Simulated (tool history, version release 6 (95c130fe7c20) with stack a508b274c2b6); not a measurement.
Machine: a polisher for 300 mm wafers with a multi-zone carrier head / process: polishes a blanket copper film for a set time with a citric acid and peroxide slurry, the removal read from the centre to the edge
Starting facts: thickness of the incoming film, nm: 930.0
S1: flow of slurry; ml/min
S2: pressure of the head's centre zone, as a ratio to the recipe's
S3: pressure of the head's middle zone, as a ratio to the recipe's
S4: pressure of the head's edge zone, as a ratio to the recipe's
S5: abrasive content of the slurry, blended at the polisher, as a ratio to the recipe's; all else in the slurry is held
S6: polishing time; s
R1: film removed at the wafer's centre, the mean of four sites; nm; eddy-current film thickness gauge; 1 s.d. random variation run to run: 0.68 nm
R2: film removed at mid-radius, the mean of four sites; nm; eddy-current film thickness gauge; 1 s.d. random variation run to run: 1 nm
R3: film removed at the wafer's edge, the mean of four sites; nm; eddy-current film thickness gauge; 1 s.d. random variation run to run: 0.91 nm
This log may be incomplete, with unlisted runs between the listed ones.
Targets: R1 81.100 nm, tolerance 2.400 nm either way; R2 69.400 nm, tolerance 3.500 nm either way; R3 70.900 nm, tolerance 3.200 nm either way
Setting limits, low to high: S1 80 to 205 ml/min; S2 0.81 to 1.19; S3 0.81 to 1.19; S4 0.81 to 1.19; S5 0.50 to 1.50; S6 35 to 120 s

{"run": 1, "hour": 0.0, "S1": 135, "S2": 1.0, "S3": 1.0, "S4": 1.0, "S5": 1.0, "S6": 77, "R1": 124.74, "R2": 127.4, "R3": 121.64}
{"run": 2, "hour": 8.2, "S1": 135, "S2": 1.0, "S3": 1.0, "S4": 1.0, "S5": 1.0, "S6": 96, "R1": 154.71, "R2": 151.72, "R3": 151.75}
{"run": 3, "hour": 11.7, "S1": 135, "S2": 1.0, "S3": 1.0, "S4": 1.0, "S5": 1.0, "S6": 89, "R1": 144.05, "R2": 145.14, "R3": 144.38}
{"run": 4, "hour": 14.9, "S1": 135, "S2": 1.0, "S3": 1.0, "S4": 1.0, "S5": 1.15, "S6": 89, "R1": 147.12, "R2": 148.45, "R3": 147.24}
{"run": 5, "hour": 19.3, "S1": 135, "S2": 1.0, "S3": 1.08, "S4": 1.0, "S5": 1.15, "S6": 89, "R1": 148.79, "R2": 159.54, "R3": 148.81}
{"run": 6, "hour": 26.2, "S1": 125, "S2": 1.02, "S3": 1.01, "S4": 0.98, "S5": 0.95, "S6": 77, "R1": 121.36, "R2": 118.86, "R3": 119.06}
{"run": 7, "hour": 32.5, "S1": 130, "S2": 1.03, "S3": 0.98, "S4": 0.94, "S5": 0.8, "S6": 68, "R1": 107.22, "R2": 102.85, "R3": 101.4}
{"run": 8, "hour": 38.2, "S1": 130, "S2": 1.04, "S3": 0.95, "S4": 0.92, "S5": 0.7, "S6": 62, "R1": 94.212, "R2": 88.95, "R3": 86.735}
{"run": 9, "hour": 41.6, "S1": 125, "S2": 1.04, "S3": 0.91, "S4": 0.89, "S5": 0.65, "S6": 61, "R1": 90.072, "R2": 81.918, "R3": 82.479}
{"run": 10, "hour": 48.5, "S1": 105, "S2": 1.07, "S3": 0.87, "S4": 0.81, "S5": 0.5, "S6": 56, "R1": 75.907, "R2": 64.936, "R3": 66.106}
{"run": 11, "hour": 54.1, "S1": 110, "S2": 1.07, "S3": 0.87, "S4": 0.82, "S5": 0.5, "S6": 56, "R1": 78.16, "R2": 67.81, "R3": 68.502}
{"run": 12, "hour": 55.6, "S1": 115, "S2": 1.07, "S3": 0.87, "S4": 0.83, "S5": 0.5, "S6": 56, "R1": 78.452, "R2": 66.487, "R3": 68.594}

Next run, 5 choices. One meets every target within its allowed miss, the rest don't. Which?
{"run": "A", "hour": 57.1, "S1": 110, "S2": 1.06, "S3": 0.85, "S4": 0.82, "S5": 0.5, "S6": 59, "R1": "?", "R2": "?", "R3": "?"}
{"run": "B", "hour": 57.1, "S1": 105, "S2": 1.07, "S3": 1.01, "S4": 0.81, "S5": 0.5, "S6": 55, "R1": "?", "R2": "?", "R3": "?"}
{"run": "C", "hour": 57.1, "S1": 135, "S2": 1.08, "S3": 0.99, "S4": 0.81, "S5": 0.5, "S6": 52, "R1": "?", "R2": "?", "R3": "?"}
{"run": "D", "hour": 57.1, "S1": 125, "S2": 1.15, "S3": 0.89, "S4": 0.81, "S5": 0.7, "S6": 50, "R1": "?", "R2": "?", "R3": "?"}
{"run": "E", "hour": 57.1, "S1": 95, "S2": 1.15, "S3": 0.99, "S4": 0.81, "S5": 0.6, "S6": 55, "R1": "?", "R2": "?", "R3": "?"}

move=A R1=81.317 R2=67.457 R3=69.929
move=B R1=75.389 R2=69.914 R3=64.116
move=C R1=77.628 R2=69.658 R3=63.501
move=D R1=84.135 R2=65.974 R3=65.233
move=E R1=81.446 R2=69.576 R3=65.457
A: all results in spec
B: further off than the last run
C: further off than the last run
D: pushes the last run's worst result past its target
E: brings the result that was furthest off to its target, and leaves another outside
Correct choice: A, which meets every target
